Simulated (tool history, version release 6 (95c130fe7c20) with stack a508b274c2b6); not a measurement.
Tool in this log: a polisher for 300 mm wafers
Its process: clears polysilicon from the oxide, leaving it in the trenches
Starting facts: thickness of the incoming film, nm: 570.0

| run | hour | flow of slurry (ml/min) | pressure of the wafer on the pad (psi) | speed of the pad under the wafer (cm/s) | overpolish time after the end point (s) | time until the end point was called (s) | dishing of a wide line in a test structure (nm) |
|---|---|---|---|---|---|---|---|
| 1 | 0.0 | 310 | 2.8 | 124 | 17 | 27.901 | 48.405 |
| 2 | 0.8 | 310 | 2.8 | 96 | 17 | 34.958 | 47.567 |
| 3 | 3.5 | 305 | 3.1 | 98 | 18 | 30.883 | 49.925 |
| 4 | 6.7 | 305 | 3.1 | 98 | 13 | 31.127 | 47.296 |
| 5 | 8.0 | 355 | 3.1 | 98 | 13 | 30.436 | 47.954 |
| 6 | 9.5 | 355 | 3.1 | 98 | 16 | 30.961 | 47.641 |
| 7 | 16.8 | 360 | 3.4 | 98 | 16 | 28.957 | 50.076 |
| 8 | 17.5 | 360 | 3.5 | 104 | 14 | 26.605 | 48.250 |

Run 9 has not been measured yet. What should we expect?
| 9 | 23.0 | 360 | 3.7 | 106 | 14 | ? | ? |

time until the end point was called (s): 24.805
dishing of a wide line in a test structure (nm): 49.380
